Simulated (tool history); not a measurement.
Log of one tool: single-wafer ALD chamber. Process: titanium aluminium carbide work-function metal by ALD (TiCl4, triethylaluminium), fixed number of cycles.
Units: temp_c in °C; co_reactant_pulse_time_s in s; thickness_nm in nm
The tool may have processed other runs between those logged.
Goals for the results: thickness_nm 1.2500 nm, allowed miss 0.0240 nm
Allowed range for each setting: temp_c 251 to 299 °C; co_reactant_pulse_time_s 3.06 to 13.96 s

| run | hour | temp_c | co_reactant_pulse_time_s | thickness_nm |
|---|---|---|---|---|
| 1 | 0.0 | 275 | 8.51 | 1.8223 |
| 2 | 4.2 | 272 | 7.81 | 1.7412 |
| 3 | 13.0 | 269 | 7.20 | 1.6811 |
| 4 | 13.8 | 269 | 9.25 | 1.8095 |
| 5 | 21.4 | 277 | 9.25 | 1.8701 |
| 6 | 28.5 | 274 | 8.46 | 1.8227 |
| 7 | 33.8 | 271 | 7.77 | 1.7393 |
| 8 | 42.1 | 268 | 7.17 | 1.6786 |
| 9 | 42.7 | 266 | 6.64 | 1.5961 |
| 10 | 43.4 | 264 | 6.18 | 1.5139 |
| 11 | 48.8 | 262 | 5.94 | 1.4632 |
| 12 | 50.8 | 261 | 5.79 | 1.4363 |
| 13 | 58.4 | 260 | 5.68 | 1.3934 |
| 14 | 67.3 | 259 | 5.66 | 1.3896 |
|  | 72.9 | thermocouple changed; heater temperature recalibrated |
| 15 | 72.9 | 258 | 5.62 | 1.3378 |

Of the 5 settings listed for the next run, only one would bring every result within its allowed miss of target. Which one?
| A | 78.5 | 256 | 5.49 | ? |
| B | 78.5 | 251 | 5.42 | ? |
| C | 78.5 | 251 | 5.65 | ? |
| D | 78.5 | 261 | 5.44 | ? |
| E | 78.5 | 269 | 5.99 | ? |

| move | thickness_nm |
|---|---|
| A | 1.2973 |
| B | 1.2527 |
| C | 1.3028 |
| D | 1.3144 |
| E | 1.4791 |
A: gains on the last run, yet a result remains outside its allowed miss
B: all results in spec
C: gains on the last run, yet a result remains outside its allowed miss
D: gains on the last run, yet a result remains outside its allowed miss
E: the biggest miss grows against the last run
Go with B: it meets all targets.
